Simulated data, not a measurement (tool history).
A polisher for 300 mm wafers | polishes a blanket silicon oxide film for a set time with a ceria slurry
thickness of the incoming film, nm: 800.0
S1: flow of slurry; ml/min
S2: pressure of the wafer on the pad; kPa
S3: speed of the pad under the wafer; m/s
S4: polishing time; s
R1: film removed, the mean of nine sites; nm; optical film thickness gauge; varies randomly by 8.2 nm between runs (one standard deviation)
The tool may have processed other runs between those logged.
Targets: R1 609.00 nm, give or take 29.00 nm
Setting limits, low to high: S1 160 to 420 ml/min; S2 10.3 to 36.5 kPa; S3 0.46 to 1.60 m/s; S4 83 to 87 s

run,hour,S1,S2,S3,S4,R1
1,0.0,270,23.4,1.02,83,367.59
2,3.9,270,23.4,1.28,83,438.73
3,4.7,270,23.4,1.52,83,519.41
4,9.6,270,24.1,1.52,83,537.23
5,14.9,230,24.1,1.52,83,533.97
6,16.7,230,24.1,1.32,83,464.83
# hour 21.7: worn pad replaced by a new one
7,21.7,230,24.1,1.32,83,526.42
8,26.5,220,24.1,1.32,83,531.92
9,28.4,210,24.1,1.32,83,505.78

Exactly one of the 4 candidate moves below puts every result within its allowed miss. Which one?
A,30.3,260,23.4,1.40,85,?
B,30.3,210,20.0,1.12,83,?
C,30.3,210,26.2,1.38,87,?
D,30.3,235,22.1,1.48,83,?

move,R1
A,560.45
B,393.88
C,602.84
D,548.04
A: better than the last run, though not everything is in spec
B: the biggest miss grows against the last run
C: all results land within tolerance of their targets
D: better than the last run, though not everything is in spec
Correct choice: C, which meets every target
